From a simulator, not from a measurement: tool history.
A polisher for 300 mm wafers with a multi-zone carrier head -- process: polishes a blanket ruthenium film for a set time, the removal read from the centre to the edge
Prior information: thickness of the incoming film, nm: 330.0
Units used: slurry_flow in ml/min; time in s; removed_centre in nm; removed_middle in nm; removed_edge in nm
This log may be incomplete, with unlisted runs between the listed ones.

{"run": 1, "hour": 0.0, "slurry_flow": 260, "centre_zone": 1, "middle_zone": 1, "edge_zone": 1, "time": 44, "removed_centre": 47.634, "removed_middle": 49.058, "removed_edge": 47.232}
{"run": 2, "hour": 8.7, "slurry_flow": 260, "centre_zone": 0.98, "middle_zone": 1.01, "edge_zone": 0.98, "time": 39, "removed_centre": 39.137, "removed_middle": 42.384, "removed_edge": 39.786}
{"run": 3, "hour": 10.6, "slurry_flow": 260, "centre_zone": 1.06, "middle_zone": 1.01, "edge_zone": 0.98, "time": 39, "removed_centre": 43.311, "removed_middle": 41.753, "removed_edge": 41.599}
{"run": 4, "hour": 17.3, "slurry_flow": 260, "centre_zone": 1.06, "middle_zone": 1.04, "edge_zone": 0.98, "time": 39, "removed_centre": 43.443, "removed_middle": 43.918, "removed_edge": 40.879}
{"run": 5, "hour": 18.7, "slurry_flow": 260, "centre_zone": 1.04, "middle_zone": 1.03, "edge_zone": 0.95, "time": 36, "removed_centre": 39.217, "removed_middle": 39.494, "removed_edge": 36.678}
{"run": 6, "hour": 21.8, "slurry_flow": 260, "centre_zone": 1.04, "middle_zone": 1.03, "edge_zone": 0.99, "time": 36, "removed_centre": 38.615, "removed_middle": 39.115, "removed_edge": 38.796}
{"run": 7, "hour": 30.4, "slurry_flow": 250, "centre_zone": 0.94, "middle_zone": 0.97, "edge_zone": 0.89, "time": 27, "removed_centre": 27.169, "removed_middle": 27.938, "removed_edge": 27.319}

The next listed run, before its measurement:
{"run": 8, "hour": 37.1, "slurry_flow": 255, "centre_zone": 0.94, "middle_zone": 0.99, "edge_zone": 0.89, "time": 27, "removed_centre": "?", "removed_middle": "?", "removed_edge": "?"}

removed_centre: 27.019 nm
removed_middle: 28.72 nm
removed_edge: 27.613 nm
